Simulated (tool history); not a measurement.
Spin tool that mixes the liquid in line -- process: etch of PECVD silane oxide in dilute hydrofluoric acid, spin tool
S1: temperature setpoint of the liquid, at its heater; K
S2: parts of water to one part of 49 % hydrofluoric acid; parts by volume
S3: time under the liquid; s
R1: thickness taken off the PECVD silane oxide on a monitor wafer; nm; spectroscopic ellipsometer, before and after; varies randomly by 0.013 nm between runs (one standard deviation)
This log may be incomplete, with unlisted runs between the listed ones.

run  hour      S1   S2  S3      R1
  1     0  294.15  180  95  6.8884
  2     5  294.15  180  70  5.0958
  3    11  294.15  180  95  6.9392
  4  16.8  294.15  120  95  10.994
  5  19.6  294.15  170  95  7.3925
  6    26  294.15  170  70  5.4415
  7  32.7  293.15  185  70  4.7366
  8  40.6  292.65  195  70  4.3511
  9  42.8  292.15  205  70  4.0745
     47.2  -- hydrofluoric acid flow meter replaced
 10  47.2  292.15  205  70  3.5941
 11  49.1  291.65  205  70  3.5343

Expected results for the next run?
 12  54.8  291.65  205  70   ?

{"run 12": {"R1": 3.5262}}

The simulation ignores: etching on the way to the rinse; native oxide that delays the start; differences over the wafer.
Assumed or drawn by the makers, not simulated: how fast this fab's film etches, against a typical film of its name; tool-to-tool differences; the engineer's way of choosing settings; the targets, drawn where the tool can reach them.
